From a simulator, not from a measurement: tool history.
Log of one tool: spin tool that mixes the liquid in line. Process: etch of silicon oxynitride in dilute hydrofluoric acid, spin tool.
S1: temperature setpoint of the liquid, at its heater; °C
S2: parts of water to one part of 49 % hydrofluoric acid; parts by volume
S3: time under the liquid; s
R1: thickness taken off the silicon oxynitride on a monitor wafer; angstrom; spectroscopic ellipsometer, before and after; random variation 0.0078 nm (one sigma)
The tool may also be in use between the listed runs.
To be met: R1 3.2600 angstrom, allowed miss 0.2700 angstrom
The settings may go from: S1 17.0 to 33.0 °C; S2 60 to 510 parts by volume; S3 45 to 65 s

run	hour	S1	S2	S3	R1
1	0.0	25.0	285	65	5.0017
2	1.3	28.0	285	65	5.5725
3	6.1	28.0	285	65	5.6527
4	11.5	27.0	300	65	5.1962
5	18.5	26.0	315	65	4.7919
6	23.9	26.0	360	65	3.8963
7	26.6	25.5	365	65	3.9290
8	33.9	25.5	365	65	3.8601

5 next moves are on the table. One of them brings every result within its allowed miss. Which?
A	41.2	27.5	400	55	?
B	41.2	26.5	365	45	?
C	41.2	26.0	380	45	?
D	41.2	26.5	325	65	?
E	41.2	26.0	340	65	?

move	R1
A	3.0995
B	2.7301
C	2.5446
D	4.5471
E	4.2147
A: meets every target
B: takes the result that was furthest off past its target
C: takes the result that was furthest off past its target
D: further off than the last run
E: further off than the last run
The right move is A.

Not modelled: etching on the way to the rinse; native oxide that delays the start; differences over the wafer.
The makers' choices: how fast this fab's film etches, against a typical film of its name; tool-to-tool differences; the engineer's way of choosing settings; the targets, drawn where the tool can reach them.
